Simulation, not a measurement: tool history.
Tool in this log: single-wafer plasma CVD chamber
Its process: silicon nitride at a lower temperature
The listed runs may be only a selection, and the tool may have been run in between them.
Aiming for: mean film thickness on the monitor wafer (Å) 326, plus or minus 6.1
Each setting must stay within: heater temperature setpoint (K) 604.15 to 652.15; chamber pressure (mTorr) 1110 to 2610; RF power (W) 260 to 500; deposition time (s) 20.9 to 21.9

run	hour	heater temperature setpoint (K)	chamber pressure (mTorr)	RF power (W)	deposition time (s)	mean film thickness on the monitor wafer (Å)
1	0	628.15	1860	380	21.9	287.27
2	1.7	628.15	2010	385	21.9	297.01
3	2.8	628.15	2320	385	21.9	305.88
4	11	628.15	2320	360	21.9	286.03
5	18	628.15	2320	305	21.9	246.51
6	20.3	628.15	2380	330	21.9	264.17
7	27.7	628.15	2420	350	21.9	284.31
8	36.3	628.15	2460	360	21.9	293.08
9	43.1	628.15	2490	370	21.9	297.04
10	50.8	628.15	2510	380	21.9	303.7
11	59.5	628.15	2520	385	21.9	307.02
12	66.3	628.15	2610	420	21.9	334.24
13	68.7	628.15	2590	420	21.9	334.82
14	74.9	628.15	2560	420	21.9	332.78

Below are 5 possible settings for the next run. Only one of them brings all results inside the allowed miss of their targets. Which is it?
A	81.1	617.15	2590	395	21.3	?
B	81.1	633.15	2360	415	21.9	?
C	81.1	627.15	2470	450	21.2	?
D	81.1	611.15	2510	405	20.9	?
E	81.1	637.15	2230	420	21.3	?

move	mean film thickness on the monitor wafer (Å)
A	310.09
B	323.32
C	337.07
D	309.24
E	313.47
A: pushes the last run's worst result past its target
B: each result inside its tolerance
C: misses by more than the last run did
D: pushes the last run's worst result past its target
E: pushes the last run's worst result past its target
Move B is the one to make.

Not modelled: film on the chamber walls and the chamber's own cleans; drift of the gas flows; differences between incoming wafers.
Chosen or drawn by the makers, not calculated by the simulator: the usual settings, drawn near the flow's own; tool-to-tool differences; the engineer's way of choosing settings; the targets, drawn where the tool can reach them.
